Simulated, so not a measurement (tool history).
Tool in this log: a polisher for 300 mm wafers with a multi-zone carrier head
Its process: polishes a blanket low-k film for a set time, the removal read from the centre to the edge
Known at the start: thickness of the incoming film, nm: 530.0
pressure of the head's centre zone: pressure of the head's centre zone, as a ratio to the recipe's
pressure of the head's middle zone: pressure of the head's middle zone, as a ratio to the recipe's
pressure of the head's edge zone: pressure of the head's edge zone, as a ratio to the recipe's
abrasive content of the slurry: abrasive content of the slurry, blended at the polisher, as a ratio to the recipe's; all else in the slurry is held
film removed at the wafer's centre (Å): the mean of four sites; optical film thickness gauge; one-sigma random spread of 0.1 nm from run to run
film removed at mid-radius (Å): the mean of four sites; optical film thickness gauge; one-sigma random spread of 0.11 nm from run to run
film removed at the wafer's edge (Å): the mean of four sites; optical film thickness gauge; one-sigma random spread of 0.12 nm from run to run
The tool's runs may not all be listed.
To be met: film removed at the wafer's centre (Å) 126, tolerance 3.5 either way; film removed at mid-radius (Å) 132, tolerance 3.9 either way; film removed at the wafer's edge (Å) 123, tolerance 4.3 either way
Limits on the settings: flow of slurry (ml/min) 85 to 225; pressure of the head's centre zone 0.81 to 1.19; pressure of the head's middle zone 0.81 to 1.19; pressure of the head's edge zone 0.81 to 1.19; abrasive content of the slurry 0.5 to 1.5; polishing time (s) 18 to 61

run    day  flow of slurry (ml/min)  pressure of the head's centre zone  pressure of the head's middle zone  pressure of the head's edge zone  abrasive content of the slurry  polishing time (s)  film removed at the wafer's centre (Å)  film removed at mid-radius (Å)  film removed at the wafer's edge (Å)
  1      0                      145                                   1                                   1                                 1                               1                  39                                  173.39                          174.34                                179.96
  2  0.104                      145                                   1                                   1                              0.97                             0.9                  39                                  161.14                           161.9                                162.97
  3  0.333                      170                                   1                                   1                              0.97                             0.9                  39                                  165.84                          165.66                                166.23
  4  0.604                      170                                   1                                   1                              1.03                             0.9                  39                                  169.05                          169.11                                171.34
  5  0.788                      175                                0.99                                   1                                 1                            0.85                  39                                  161.54                          160.78                                160.25
  6  1.071                      175                                0.99                                   1                              1.08                            0.85                  39                                  158.04                          162.28                                168.21
  7   1.35                      180                                0.97                                   1                              1.04                             0.8                  39                                  150.14                          152.54                                159.57
  8  1.454                      185                                0.96                                1.01                                 1                            0.75                  39                                  140.57                          145.85                                148.21
  9  1.608                      190                                0.96                                1.02                              0.97                            0.75                  39                                  142.81                          149.21                                147.22
 10  1.921                      190                                0.96                                1.02                              0.94                            0.75                  39                                  139.02                          148.84                                143.48
 11  2.012                      150                                1.02                                0.98                              0.84                             0.7                  39                                  136.39                          128.68                                 124.7
 12  2.133                      145                                1.01                                0.99                              0.84                             0.7                  39                                  132.95                          129.92                                124.79
 13  2.467                      145                                1.01                                   1                              0.84                             0.7                  39                                  133.78                          132.49                                123.19
 14  2.758                      140                                   1                                   1                              0.84                             0.7                  39                                  131.13                          130.93                                121.57
 15  3.025                      140                                0.99                                   1                              0.85                             0.7                  39                                  130.79                          130.32                                123.94

Below are 5 possible settings for the next run. Only one of them brings all results inside the allowed miss of their targets. Which is it?
  A  3.292                      125                                1.02                                1.07                              0.85                            0.55                  49                                       ?                               ?                                     ?
  B  3.292                      145                                1.05                                0.97                              0.86                             0.7                  37                                       ?                               ?                                     ?
  C  3.292                      175                                   1                                0.95                              0.92                             0.6                  46                                       ?                               ?                                     ?
  D  3.292                      160                                   1                                 0.9                              0.81                             0.7                  40                                       ?                               ?                                     ?
  E  3.292                      160                                0.96                                1.02                              0.85                             0.6                  45                                       ?                               ?                                     ?

move  film removed at the wafer's centre (Å)  film removed at mid-radius (Å)  film removed at the wafer's edge (Å)
   A                                  124.11                          125.99                                115.39
   B                                  131.63                          119.43                                118.82
   C                                  136.19                          126.58                                131.15
   D                                  138.36                          123.19                                 126.6
   E                                  126.55                           129.8                                122.47
A: the furthest-off result lands on target, but another misses its tolerance
B: lands further from the targets than the last run did
C: lands further from the targets than the last run did
D: lands further from the targets than the last run did
E: in spec on every target
E is the move that brings every result within its allowed miss.
